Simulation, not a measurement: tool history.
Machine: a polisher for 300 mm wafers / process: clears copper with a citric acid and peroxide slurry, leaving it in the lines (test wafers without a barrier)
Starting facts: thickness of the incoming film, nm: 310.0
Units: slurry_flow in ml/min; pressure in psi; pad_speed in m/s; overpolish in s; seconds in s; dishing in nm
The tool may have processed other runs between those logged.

| run | hour | slurry_flow | pressure | pad_speed | slurry_solids | overpolish | seconds | dishing |
|---|---|---|---|---|---|---|---|---|
| 1 | 0.0 | 245 | 4.2 | 1.26 | 1.00 | 24 | 74.116 | 12.607 |
| 2 | 3.9 | 245 | 4.2 | 1.14 | 1.00 | 24 | 81.162 | 13.009 |
| 3 | 6.8 | 225 | 3.8 | 1.30 | 0.90 | 21 | 81.489 | 12.288 |
| 4 | 8.9 | 225 | 3.8 | 1.30 | 1.05 | 21 | 78.046 | 12.490 |
| 5 | 12.2 | 275 | 3.8 | 1.30 | 1.05 | 21 | 74.516 | 12.471 |
| 6 | 18.3 | 220 | 3.8 | 1.30 | 1.05 | 21 | 76.563 | 12.874 |
|  | 23.9 | slurry nozzle cleaned |
| 7 | 23.9 | 250 | 3.8 | 1.32 | 0.95 | 19 | 73.007 | 12.497 |
| 8 | 31.7 | 270 | 3.5 | 1.42 | 0.85 | 24 | 74.175 | 12.660 |
| 9 | 33.9 | 245 | 3.5 | 1.44 | 0.80 | 21 | 77.912 | 12.940 |
| 10 | 42.0 | 270 | 3.2 | 1.40 | 0.95 | 18 | 76.918 | 12.250 |
| 11 | 49.9 | 290 | 2.9 | 1.38 | 1.05 | 16 | 79.295 | 12.556 |
| 12 | 55.6 | 290 | 3.0 | 1.36 | 0.95 | 14 | 82.130 | 11.746 |
| 13 | 57.1 | 290 | 3.0 | 1.36 | 0.95 | 14 | 80.617 | 11.865 |
| 14 | 63.9 | 310 | 3.1 | 1.34 | 0.85 | 13 | 82.714 | 11.834 |
| 15 | 70.5 | 325 | 3.2 | 1.32 | 0.80 | 12 | 86.177 | 12.163 |

Estimate the outcome of run 16 from the log above:
| 16 | 72.1 | 325 | 3.2 | 1.32 | 0.80 | 12 | ? | ? |

{"run 16": {"seconds": 85.074, "dishing": 11.858}}
